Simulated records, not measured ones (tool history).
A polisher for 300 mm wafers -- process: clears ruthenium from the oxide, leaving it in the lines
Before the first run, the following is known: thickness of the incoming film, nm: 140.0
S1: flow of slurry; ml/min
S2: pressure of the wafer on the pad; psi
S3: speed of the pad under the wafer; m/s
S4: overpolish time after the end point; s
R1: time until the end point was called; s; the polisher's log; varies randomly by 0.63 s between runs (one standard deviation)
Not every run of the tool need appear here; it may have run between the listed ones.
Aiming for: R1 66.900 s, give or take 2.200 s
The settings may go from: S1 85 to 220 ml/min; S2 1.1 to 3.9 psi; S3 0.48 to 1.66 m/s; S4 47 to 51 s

{"run": 1, "hour": 0.0, "S1": 140, "S2": 2.5, "S3": 1.06, "S4": 47, "R1": 98.76}
{"run": 2, "hour": 3.9, "S1": 145, "S2": 2.6, "S3": 1.06, "S4": 47, "R1": 94.492}
{"run": 3, "hour": 12.1, "S1": 150, "S2": 2.7, "S3": 1.06, "S4": 47, "R1": 92.684}
{"run": 4, "hour": 13.5, "S1": 150, "S2": 2.7, "S3": 1.26, "S4": 47, "R1": 77.626}
{"run": 5, "hour": 22.0, "S1": 150, "S2": 2.7, "S3": 1.26, "S4": 47, "R1": 78.078}
{"run": 6, "hour": 25.6, "S1": 185, "S2": 2.7, "S3": 1.26, "S4": 47, "R1": 74.406}
{"run": 7, "hour": 33.9, "S1": 185, "S2": 2.7, "S3": 1.26, "S4": 47, "R1": 74.587}
{"run": 8, "hour": 37.9, "S1": 190, "S2": 2.9, "S3": 1.26, "S4": 47, "R1": 69.625}

Exactly one of the 4 candidate moves below puts every result within its allowed miss. Which one?
{"run": "A", "hour": 41.9, "S1": 165, "S2": 3.0, "S3": 1.38, "S4": 47, "R1": "?"}
{"run": "B", "hour": 41.9, "S1": 205, "S2": 2.2, "S3": 1.58, "S4": 51, "R1": "?"}
{"run": "C", "hour": 41.9, "S1": 190, "S2": 2.9, "S3": 1.4, "S4": 47, "R1": "?"}
{"run": "D", "hour": 41.9, "S1": 195, "S2": 3.2, "S3": 1.18, "S4": 51, "R1": "?"}

move=A R1=64.210
move=B R1=71.401
move=C R1=63.818
move=D R1=68.794
A: moves the result that the last run missed by most past its target, out the other side
B: further off than the last run
C: moves the result that the last run missed by most past its target, out the other side
D: in spec on every target
Move D is the one to make.
